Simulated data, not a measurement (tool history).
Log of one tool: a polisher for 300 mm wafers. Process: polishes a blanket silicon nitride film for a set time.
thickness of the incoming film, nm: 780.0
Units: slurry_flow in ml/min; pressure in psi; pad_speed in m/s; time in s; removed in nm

{"run": 1, "hour": 0.0, "slurry_flow": 250, "pressure": 3.3, "pad_speed": 1.16, "time": 73, "removed": 116.22}
{"run": 2, "hour": 6.9, "slurry_flow": 200, "pressure": 3.3, "pad_speed": 1.16, "time": 73, "removed": 115.12}
{"run": 3, "hour": 14.5, "slurry_flow": 200, "pressure": 3.6, "pad_speed": 1.16, "time": 73, "removed": 124.27}
{"run": 4, "hour": 16.4, "slurry_flow": 200, "pressure": 2.8, "pad_speed": 1.16, "time": 73, "removed": 98.655}
{"run": 5, "hour": 17.5, "slurry_flow": 160, "pressure": 2.8, "pad_speed": 1.16, "time": 73, "removed": 95.573}
{"run": 6, "hour": 22.3, "slurry_flow": 160, "pressure": 2.8, "pad_speed": 1.16, "time": 76, "removed": 100.04}
{"hour": 25.0, "done": "head pressure recalibrated"}
{"run": 7, "hour": 25.0, "slurry_flow": 200, "pressure": 3.2, "pad_speed": 1.16, "time": 76, "removed": 129.71}
{"run": 8, "hour": 33.6, "slurry_flow": 270, "pressure": 3.2, "pad_speed": 1.16, "time": 76, "removed": 131.48}
{"run": 9, "hour": 42.5, "slurry_flow": 300, "pressure": 3.3, "pad_speed": 1.16, "time": 76, "removed": 137.05}

Forecast run 10:
{"run": 10, "hour": 46.5, "slurry_flow": 320, "pressure": 3.4, "pad_speed": 1.16, "time": 76, "removed": "?"}

removed: 141.69 nm
